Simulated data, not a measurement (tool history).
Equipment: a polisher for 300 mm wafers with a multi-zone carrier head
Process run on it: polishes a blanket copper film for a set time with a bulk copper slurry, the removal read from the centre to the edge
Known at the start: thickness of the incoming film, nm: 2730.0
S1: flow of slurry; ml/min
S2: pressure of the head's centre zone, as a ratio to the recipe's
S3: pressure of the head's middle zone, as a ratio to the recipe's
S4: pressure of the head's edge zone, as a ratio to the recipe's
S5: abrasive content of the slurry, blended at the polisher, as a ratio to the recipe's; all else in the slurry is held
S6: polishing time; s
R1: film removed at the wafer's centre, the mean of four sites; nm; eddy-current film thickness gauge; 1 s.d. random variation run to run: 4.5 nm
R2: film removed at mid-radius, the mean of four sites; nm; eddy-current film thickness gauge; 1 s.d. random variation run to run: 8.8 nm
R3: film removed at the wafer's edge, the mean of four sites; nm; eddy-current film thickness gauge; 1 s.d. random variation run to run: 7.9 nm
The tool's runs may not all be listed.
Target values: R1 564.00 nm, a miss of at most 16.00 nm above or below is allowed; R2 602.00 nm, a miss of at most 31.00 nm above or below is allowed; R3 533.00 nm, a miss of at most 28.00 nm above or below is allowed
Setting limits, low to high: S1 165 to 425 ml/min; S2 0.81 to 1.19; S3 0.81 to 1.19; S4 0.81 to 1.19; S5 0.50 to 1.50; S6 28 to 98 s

| run | hour | S1 | S2 | S3 | S4 | S5 | S6 | R1 | R2 | R3 |
|---|---|---|---|---|---|---|---|---|---|---|
| 1 | 0.0 | 275 | 1.00 | 1.00 | 1.00 | 1.00 | 63 | 437.35 | 438.15 | 425.13 |
| 2 | 1.0 | 280 | 1.02 | 1.04 | 1.02 | 1.15 | 64 | 465.11 | 475.85 | 457.67 |
| 3 | 3.1 | 280 | 1.10 | 1.04 | 1.02 | 1.15 | 64 | 499.16 | 488.62 | 448.84 |
| 4 | 8.4 | 280 | 1.10 | 1.11 | 1.02 | 1.15 | 64 | 501.06 | 510.91 | 457.77 |
| 5 | 15.1 | 285 | 1.11 | 1.13 | 1.04 | 1.25 | 64 | 511.61 | 543.06 | 476.02 |
| 6 | 17.8 | 325 | 1.11 | 1.13 | 1.04 | 1.25 | 64 | 533.91 | 537.36 | 474.73 |
| 7 | 24.9 | 325 | 1.11 | 1.14 | 1.06 | 1.30 | 64 | 532.66 | 529.53 | 487.79 |
| 8 | 32.3 | 315 | 1.11 | 1.15 | 1.06 | 1.35 | 65 | 537.65 | 556.42 | 492.01 |
| 9 | 34.0 | 310 | 1.11 | 1.16 | 1.07 | 1.35 | 66 | 548.44 | 584.54 | 502.35 |

Exactly one of the 4 candidate moves below puts every result within its allowed miss. Which one?
| A | 35.7 | 215 | 1.10 | 1.15 | 1.06 | 1.50 | 72 | ? | ? | ? |
| B | 35.7 | 380 | 0.98 | 1.14 | 1.13 | 1.45 | 73 | ? | ? | ? |
| C | 35.7 | 315 | 0.95 | 1.14 | 1.16 | 1.30 | 80 | ? | ? | ? |
| D | 35.7 | 310 | 1.07 | 1.19 | 1.19 | 1.25 | 68 | ? | ? | ? |

| move | R1 | R2 | R3 |
|---|---|---|---|
| A | 557.70 | 593.36 | 526.62 |
| B | 560.75 | 657.26 | 586.08 |
| C | 562.85 | 682.93 | 619.61 |
| D | 532.89 | 593.84 | 525.92 |
A: all results in spec
B: moves the result that the last run missed by most past its target, out the other side
C: moves the result that the last run missed by most past its target, out the other side
D: gets the furthest-off result to its target, but another result is out of tolerance
Answer: A

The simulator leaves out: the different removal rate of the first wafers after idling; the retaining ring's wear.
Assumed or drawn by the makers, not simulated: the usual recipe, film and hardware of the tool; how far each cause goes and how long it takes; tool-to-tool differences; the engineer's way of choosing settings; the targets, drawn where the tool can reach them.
